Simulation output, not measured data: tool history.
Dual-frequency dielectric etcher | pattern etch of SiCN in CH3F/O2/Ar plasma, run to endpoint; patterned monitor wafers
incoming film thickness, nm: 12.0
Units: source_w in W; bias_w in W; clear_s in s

| run | hour | source_w | bias_w | clear_s |
|---|---|---|---|---|
| 1 | 0 | 470 | 78 | 29.212 |
| 2 | 4.1 | 440 | 77 | 29.858 |
| 3 | 8.2 | 480 | 77 | 29.204 |
| 4 | 9.4 | 420 | 77 | 30.246 |
| 5 | 10.1 | 400 | 75 | 31.184 |
| 6 | 15.9 | 400 | 63 | 32.533 |
| 7 | 22.1 | 390 | 63 | 32.873 |

Run 8 comes next. What will it give?
| 8 | 29.1 | 380 | 63 | ? |

{"run 8": {"clear_s": 33.19}}
